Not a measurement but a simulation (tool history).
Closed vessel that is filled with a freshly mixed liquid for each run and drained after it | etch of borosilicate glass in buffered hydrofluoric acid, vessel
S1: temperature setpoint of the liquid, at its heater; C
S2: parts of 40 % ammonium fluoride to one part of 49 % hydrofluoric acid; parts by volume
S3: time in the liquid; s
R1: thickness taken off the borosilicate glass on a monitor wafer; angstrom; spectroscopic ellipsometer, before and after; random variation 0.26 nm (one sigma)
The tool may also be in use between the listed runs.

run 1 hour=0.0 | S1=21.0 S2=9.5 S3=95 | R1=1074.50
run 2 hour=5.2 | S1=23.0 S2=9.5 S3=95 | R1=1203.30
run 3 hour=10.4 | S1=23.0 S2=7.0 S3=95 | R1=1644.90
run 4 hour=14.6 | S1=21.5 S2=8.0 S3=95 | R1=1302.90
run 5 hour=23.1 | S1=20.5 S2=8.5 S3=95 | R1=1166.00
run 6 hour=27.3 | S1=20.5 S2=8.5 S3=100 | R1=1222.60
run 7 hour=30.1 | S1=19.5 S2=9.0 S3=100 | R1=1089.90
run 8 hour=34.9 | S1=19.0 S2=9.5 S3=100 | R1=1017.10

The next listed run, before its measurement:
run 9 hour=42.9 | S1=18.5 S2=10.0 S3=100 | R1=?

R1: 960.65 angstrom
